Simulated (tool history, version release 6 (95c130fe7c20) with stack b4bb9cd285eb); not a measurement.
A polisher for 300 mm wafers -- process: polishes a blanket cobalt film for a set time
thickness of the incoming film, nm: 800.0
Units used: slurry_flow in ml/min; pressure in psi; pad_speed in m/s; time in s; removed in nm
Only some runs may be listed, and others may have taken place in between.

| run | hour | slurry_flow | pressure | pad_speed | time | removed |
|---|---|---|---|---|---|---|
| 1 | 0 | 170 | 1.6 | 1.18 | 34 | 136.24 |
| 2 | 5.8 | 170 | 1.4 | 1.18 | 34 | 120.67 |
| 3 | 8.5 | 165 | 1.3 | 1.18 | 34 | 110.94 |
| 4 | 17.2 | 155 | 1.2 | 1.18 | 34 | 101.82 |
| 5 | 20.7 | 145 | 1.2 | 1.18 | 34 | 101.47 |
| 6 | 23.8 | 140 | 1.2 | 1.18 | 34 | 100.8 |
| 7 | 32.5 | 135 | 1.2 | 1.18 | 34 | 101.11 |
| 8 | 38.2 | 130 | 1.2 | 1.18 | 34 | 97.576 |

What will run 9 give?
| 9 | 43.3 | 125 | 1.2 | 1.18 | 34 | ? |

Run 9 gave removed 97.664 nm.
